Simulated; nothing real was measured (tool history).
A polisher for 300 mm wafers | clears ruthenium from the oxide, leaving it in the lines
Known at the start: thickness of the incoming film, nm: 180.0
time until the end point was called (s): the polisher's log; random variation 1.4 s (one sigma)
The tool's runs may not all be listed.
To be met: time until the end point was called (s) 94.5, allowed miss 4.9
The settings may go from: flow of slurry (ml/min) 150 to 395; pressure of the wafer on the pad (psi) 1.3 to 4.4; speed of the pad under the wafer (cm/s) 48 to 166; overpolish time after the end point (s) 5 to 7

run,hour,flow of slurry (ml/min),pressure of the wafer on the pad (psi),speed of the pad under the wafer (cm/s),overpolish time after the end point (s),time until the end point was called (s)
1,0,250,2.8,106,7,113.22
2,6.8,220,2.8,106,7,118.94
3,13.2,240,2.9,106,7,114.22
4,15.2,240,2.3,106,7,136.1
5,23.6,175,2.3,106,7,138.78
6,25,175,2.6,108,7,125.97
7,31.7,175,2.9,110,7,114.28
8,33.8,180,3.1,110,7,110.71

Which of these 5 next moves meets every target?
A,35.9,175,3.6,96,7,?
B,35.9,195,3.6,130,7,?
C,35.9,220,3.6,124,7,?
D,35.9,205,2.2,106,5,?
E,35.9,250,3.4,112,5,?

move,time until the end point was called (s)
A,107.69
B,79.943
C,82.21
D,140.12
E,93.221
A: nearer than the last run, and not there yet
B: takes the result that was furthest off past its target
C: takes the result that was furthest off past its target
D: further off than the last run
E: meets every target
Answer: E

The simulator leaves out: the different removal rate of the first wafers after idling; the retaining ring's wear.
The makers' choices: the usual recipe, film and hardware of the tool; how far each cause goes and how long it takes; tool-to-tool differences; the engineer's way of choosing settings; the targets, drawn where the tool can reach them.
